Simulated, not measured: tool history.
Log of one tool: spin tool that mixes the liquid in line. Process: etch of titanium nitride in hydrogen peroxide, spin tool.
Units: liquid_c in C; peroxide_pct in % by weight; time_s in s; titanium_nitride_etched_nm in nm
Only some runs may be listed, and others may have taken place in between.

Run 1, day 0.000: liquid_c 53.0 C, peroxide_pct 17.5 % by weight, time_s 75 s. Result: titanium_nitride_etched_nm 2.1055 nm.
Run 2, day 0.279: liquid_c 52.5 C, peroxide_pct 17.5 % by weight, time_s 75 s. Result: titanium_nitride_etched_nm 2.0835 nm.
Run 3, day 0.642: liquid_c 52.0 C, peroxide_pct 17.5 % by weight, time_s 75 s. Result: titanium_nitride_etched_nm 2.0103 nm.
Run 4, day 0.742: liquid_c 52.0 C, peroxide_pct 17.5 % by weight, time_s 75 s. Result: titanium_nitride_etched_nm 1.9875 nm.
Run 5, day 0.983: liquid_c 51.5 C, peroxide_pct 17.5 % by weight, time_s 75 s. Result: titanium_nitride_etched_nm 1.9395 nm.
Run 6, day 1.025: liquid_c 51.5 C, peroxide_pct 19.0 % by weight, time_s 75 s. Result: titanium_nitride_etched_nm 1.9489 nm.

Expected results for the next run?
Run 7, day 1.138: liquid_c 51.0 C, peroxide_pct 19.0 % by weight, time_s 75 s. Result: titanium_nitride_etched_nm ?.

{"run 7": {"titanium_nitride_etched_nm": 1.8758}}
